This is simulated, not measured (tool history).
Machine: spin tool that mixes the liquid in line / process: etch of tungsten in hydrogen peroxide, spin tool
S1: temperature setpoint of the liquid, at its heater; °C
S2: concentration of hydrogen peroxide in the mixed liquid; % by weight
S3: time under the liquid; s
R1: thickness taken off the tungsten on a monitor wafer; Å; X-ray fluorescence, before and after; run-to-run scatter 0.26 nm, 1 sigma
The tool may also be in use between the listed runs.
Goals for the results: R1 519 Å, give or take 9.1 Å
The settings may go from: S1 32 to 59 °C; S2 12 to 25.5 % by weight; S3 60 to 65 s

Run 1, hour 0: S1 43 °C, S2 17.5 % by weight, S3 60 s. Result: R1 428.17 Å.
Run 2, hour 1.7: S1 43.5 °C, S2 17.5 % by weight, S3 60 s. Result: R1 438.78 Å.
Run 3, hour 8.6: S1 44 °C, S2 17.5 % by weight, S3 60 s. Result: R1 452.35 Å.
Run 4, hour 17.6: S1 44.5 °C, S2 17.5 % by weight, S3 60 s. Result: R1 468.35 Å.
Run 5, hour 23.2: S1 48.5 °C, S2 17.5 % by weight, S3 60 s. Result: R1 604.99 Å.
Run 6, hour 32: S1 54.5 °C, S2 17.5 % by weight, S3 60 s. Result: R1 861.69 Å.
Run 7, hour 36.6: S1 53.5 °C, S2 17.5 % by weight, S3 60 s. Result: R1 806.6 Å.
Run 8, hour 43.8: S1 52.5 °C, S2 17.5 % by weight, S3 60 s. Result: R1 760.52 Å.
Run 9, hour 45.5: S1 45.5 °C, S2 17.5 % by weight, S3 60 s. Result: R1 496.08 Å.

Which one of the following 4 next-run settings gets every result inside its allowed miss? There is exactly one.
Run A, hour 47.2: S1 47 °C, S2 16 % by weight, S3 60 s. Result: R1 ?.
Run B, hour 47.2: S1 46.5 °C, S2 15 % by weight, S3 60 s. Result: R1 ?.
Run C, hour 47.2: S1 45.5 °C, S2 16.5 % by weight, S3 60 s. Result: R1 ?.
Run D, hour 47.2: S1 43 °C, S2 18.5 % by weight, S3 65 s. Result: R1 ?.

move      R1
   A  524.19
   B  491.96
   C  484.64
   D   474.5
A: hits every target within its allowed miss
B: moves away from the targets compared with the last run
C: moves away from the targets compared with the last run
D: moves away from the targets compared with the last run
So the answer is move A, the one that meets all the targets.
